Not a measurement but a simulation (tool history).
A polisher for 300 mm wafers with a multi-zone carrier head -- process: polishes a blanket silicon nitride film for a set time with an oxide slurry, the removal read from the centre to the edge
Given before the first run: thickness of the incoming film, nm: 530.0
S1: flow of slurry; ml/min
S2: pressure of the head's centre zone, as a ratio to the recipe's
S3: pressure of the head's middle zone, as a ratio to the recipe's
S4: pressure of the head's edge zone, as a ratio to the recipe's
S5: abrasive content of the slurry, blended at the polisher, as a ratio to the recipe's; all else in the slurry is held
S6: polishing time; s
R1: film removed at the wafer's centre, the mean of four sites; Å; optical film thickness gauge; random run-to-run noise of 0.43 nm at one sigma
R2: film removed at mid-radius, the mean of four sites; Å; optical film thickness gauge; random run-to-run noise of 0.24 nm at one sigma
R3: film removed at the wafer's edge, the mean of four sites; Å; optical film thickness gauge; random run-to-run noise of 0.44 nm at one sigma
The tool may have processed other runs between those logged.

{"run": 1, "day": 0.0, "S1": 200, "S2": 1, "S3": 1, "S4": 1, "S5": 1, "S6": 54, "R1": 494.36, "R2": 517.25, "R3": 515.47}
{"run": 2, "day": 0.3, "S1": 200, "S2": 1, "S3": 1, "S4": 0.91, "S5": 1, "S6": 54, "R1": 490.03, "R2": 520.4, "R3": 481.15}
{"run": 3, "day": 0.633, "S1": 240, "S2": 1, "S3": 1, "S4": 0.91, "S5": 1, "S6": 54, "R1": 518.29, "R2": 528.95, "R3": 494.5}
{"run": 4, "day": 0.846, "S1": 240, "S2": 1, "S3": 1, "S4": 0.85, "S5": 1, "S6": 54, "R1": 505.4, "R2": 529.58, "R3": 480.69}
{"run": 5, "day": 0.908, "S1": 230, "S2": 0.98, "S3": 1, "S4": 0.84, "S5": 0.95, "S6": 54, "R1": 488.36, "R2": 514.93, "R3": 473.78}
{"run": 6, "day": 1.208, "S1": 230, "S2": 0.94, "S3": 1, "S4": 0.84, "S5": 0.95, "S6": 54, "R1": 461.44, "R2": 519.93, "R3": 470.01}
{"run": 7, "day": 1.321, "S1": 180, "S2": 0.84, "S3": 0.96, "S4": 0.81, "S5": 0.7, "S6": 50, "R1": 320.97, "R2": 387.05, "R3": 363.62}
{"run": 8, "day": 1.425, "S1": 175, "S2": 0.84, "S3": 0.97, "S4": 0.81, "S5": 0.7, "S6": 50, "R1": 333.53, "R2": 390.89, "R3": 366.92}
{"run": 9, "day": 1.588, "S1": 190, "S2": 0.84, "S3": 0.98, "S4": 0.81, "S5": 0.65, "S6": 50, "R1": 328, "R2": 385.57, "R3": 351.96}
{"run": 10, "day": 1.754, "S1": 190, "S2": 0.84, "S3": 0.98, "S4": 0.81, "S5": 0.65, "S6": 50, "R1": 315.43, "R2": 384.91, "R3": 359.11}
{"run": 11, "day": 1.883, "S1": 190, "S2": 0.84, "S3": 0.99, "S4": 0.81, "S5": 0.65, "S6": 50, "R1": 325.44, "R2": 391.55, "R3": 346.78}

Run 12, settings as shown, results not yet in. Your forecast:
{"run": 12, "day": 2.229, "S1": 185, "S2": 0.84, "S3": 1, "S4": 0.83, "S5": 0.65, "S6": 50, "R1": "?", "R2": "?", "R3": "?"}

Run 12 yielded R1 307.21 Å, R2 389.85 Å, R3 359.74 Å.
